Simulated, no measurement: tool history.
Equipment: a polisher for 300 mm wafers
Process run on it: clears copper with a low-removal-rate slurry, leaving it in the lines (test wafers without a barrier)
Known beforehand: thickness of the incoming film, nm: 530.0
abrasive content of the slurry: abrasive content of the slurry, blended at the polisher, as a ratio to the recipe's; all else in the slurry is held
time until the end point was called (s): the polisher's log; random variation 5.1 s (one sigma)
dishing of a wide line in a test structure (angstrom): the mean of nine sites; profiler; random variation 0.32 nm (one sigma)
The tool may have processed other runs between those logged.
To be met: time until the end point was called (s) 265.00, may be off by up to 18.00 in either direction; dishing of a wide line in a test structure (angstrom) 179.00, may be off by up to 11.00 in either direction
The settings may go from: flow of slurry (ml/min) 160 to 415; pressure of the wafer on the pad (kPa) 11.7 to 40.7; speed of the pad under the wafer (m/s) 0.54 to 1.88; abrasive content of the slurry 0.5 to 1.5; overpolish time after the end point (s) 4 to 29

| run | hour | flow of slurry (ml/min) | pressure of the wafer on the pad (kPa) | speed of the pad under the wafer (m/s) | abrasive content of the slurry | overpolish time after the end point (s) | time until the end point was called (s) | dishing of a wide line in a test structure (angstrom) |
|---|---|---|---|---|---|---|---|---|
| 1 | 0.0 | 265 | 26.2 | 1.20 | 1.0 | 15 | 135.13 | 436.86 |
| 2 | 2.8 | 265 | 26.2 | 1.20 | 1.0 | 19 | 131.48 | 500.70 |
| 3 | 6.7 | 265 | 23.4 | 1.20 | 1.0 | 19 | 147.69 | 457.56 |
| 4 | 14.3 | 265 | 21.4 | 1.10 | 1.0 | 15 | 174.69 | 338.61 |
| 5 | 20.8 | 265 | 19.3 | 1.04 | 1.0 | 13 | 198.56 | 263.99 |
| 6 | 24.2 | 265 | 17.2 | 1.02 | 1.0 | 12 | 218.84 | 215.69 |
| 7 | 31.2 | 265 | 17.2 | 1.02 | 1.0 | 12 | 228.15 | 225.71 |
| 8 | 34.8 | 265 | 16.5 | 1.02 | 1.0 | 11 | 231.03 | 202.92 |
| 9 | 38.5 | 265 | 12.4 | 1.00 | 1.0 | 11 | 303.76 | 156.90 |
| 10 | 39.8 | 265 | 13.1 | 1.00 | 1.0 | 11 | 291.66 | 161.29 |
| 11 | 41.5 | 265 | 13.8 | 1.00 | 1.0 | 11 | 274.98 | 169.81 |

Exactly one of the 4 candidate moves below puts every result within its allowed miss. Which one?
| A | 43.2 | 315 | 15.2 | 0.96 | 1.2 | 11 | ? | ? |
| B | 43.2 | 280 | 11.7 | 1.08 | 0.9 | 11 | ? | ? |
| C | 43.2 | 330 | 13.1 | 0.90 | 0.9 | 14 | ? | ? |
| D | 43.2 | 240 | 15.2 | 0.90 | 0.9 | 11 | ? | ? |

| move | time until the end point was called (s) | dishing of a wide line in a test structure (angstrom) |
|---|---|---|
| A | 258.58 | 181.79 |
| B | 308.02 | 154.35 |
| C | 328.62 | 181.51 |
| D | 298.94 | 159.34 |
A: all results in spec
B: its largest miss is bigger than the last run's
C: brings the last run's worst result on target, with another outside its allowed miss
D: its largest miss is bigger than the last run's
A is the move that brings every result within its allowed miss.

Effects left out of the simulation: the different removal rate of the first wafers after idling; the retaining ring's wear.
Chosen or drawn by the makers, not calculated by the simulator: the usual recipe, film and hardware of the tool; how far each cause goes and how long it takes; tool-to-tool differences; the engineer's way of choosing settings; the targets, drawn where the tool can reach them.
